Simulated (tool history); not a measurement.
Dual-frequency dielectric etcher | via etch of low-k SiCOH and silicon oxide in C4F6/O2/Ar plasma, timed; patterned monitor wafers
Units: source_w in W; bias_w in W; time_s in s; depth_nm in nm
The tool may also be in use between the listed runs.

run 1 day=0 | source_w=400 bias_w=258 time_s=56 | depth_nm=159.4
run 2 day=0.25 | source_w=400 bias_w=258 time_s=51.5 | depth_nm=146.72
run 3 day=0.6 | source_w=420 bias_w=265 time_s=51.5 | depth_nm=150.61
run 4 day=0.917 | source_w=420 bias_w=230 time_s=51.5 | depth_nm=145.04
run 5 day=0.988 | source_w=420 bias_w=259 time_s=51.5 | depth_nm=149.4
run 6 day=1.346 | source_w=430 bias_w=272 time_s=52 | depth_nm=154.05

Forecast run 7:
run 7 day=1.583 | source_w=440 bias_w=281 time_s=52.5 | depth_nm=?

depth_nm: 158.09 nm
